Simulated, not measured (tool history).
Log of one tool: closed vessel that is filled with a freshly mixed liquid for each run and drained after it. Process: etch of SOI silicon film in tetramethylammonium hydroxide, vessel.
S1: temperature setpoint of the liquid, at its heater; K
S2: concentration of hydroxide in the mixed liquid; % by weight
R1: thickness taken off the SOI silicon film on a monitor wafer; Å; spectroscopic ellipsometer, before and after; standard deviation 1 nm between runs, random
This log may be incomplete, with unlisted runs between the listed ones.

Run 1, day 0.000: S1 342.15 K, S2 11.0 % by weight, time in the liquid (s) 30. Result: R1 1979.4 Å.
Run 2, day 0.092: S1 342.15 K, S2 11.0 % by weight, time in the liquid (s) 30. Result: R1 1974.4 Å.
Run 3, day 0.292: S1 340.65 K, S2 11.0 % by weight, time in the liquid (s) 30. Result: R1 1843.9 Å.
Run 4, day 0.579: S1 340.65 K, S2 12.0 % by weight, time in the liquid (s) 30. Result: R1 1775.9 Å.
Run 5, day 0.925: S1 340.65 K, S2 10.0 % by weight, time in the liquid (s) 30. Result: R1 1891.0 Å.
Run 6, day 1.150: S1 339.15 K, S2 10.0 % by weight, time in the liquid (s) 30. Result: R1 1723.2 Å.

Expected results for the next run?
Run 7, day 1.354: S1 338.15 K, S2 10.0 % by weight, time in the liquid (s) 30. Result: R1 ?.

Run 7 came out at R1 1615.5 Å.
